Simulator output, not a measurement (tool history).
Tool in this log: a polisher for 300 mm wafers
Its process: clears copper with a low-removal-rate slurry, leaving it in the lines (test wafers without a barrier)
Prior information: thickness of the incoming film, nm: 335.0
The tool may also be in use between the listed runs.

| run | hour | flow of slurry (ml/min) | pressure of the wafer on the pad (psi) | speed of the pad under the wafer (m/s) | abrasive content of the slurry | overpolish time after the end point (s) | time until the end point was called (s) | dishing of a wide line in a test structure (nm) |
|---|---|---|---|---|---|---|---|---|
| 1 | 0 | 175 | 3.3 | 0.88 | 1 | 16 | 135.16 | 30.223 |
| 2 | 3.1 | 175 | 2.4 | 0.88 | 1 | 16 | 181.97 | 22.704 |
| 3 | 7 | 175 | 2.4 | 0.88 | 1.15 | 16 | 177.41 | 22.617 |
| 4 | 8.2 | 185 | 2.5 | 0.88 | 1.15 | 15 | 170.35 | 23.105 |
| 5 | 12.9 | 185 | 3 | 0.88 | 1.15 | 15 | 144.23 | 26.406 |
| 6 | 14.5 | 185 | 3 | 0.8 | 1.15 | 15 | 156.16 | 24.833 |

What does the tool deliver on the next run?
| 7 | 22.9 | 200 | 3.2 | 0.82 | 1.15 | 12 | ? | ? |

{"run 7": {"time until the end point was called (s)": 141.72, "dishing of a wide line in a test structure (nm)": 22.095}}
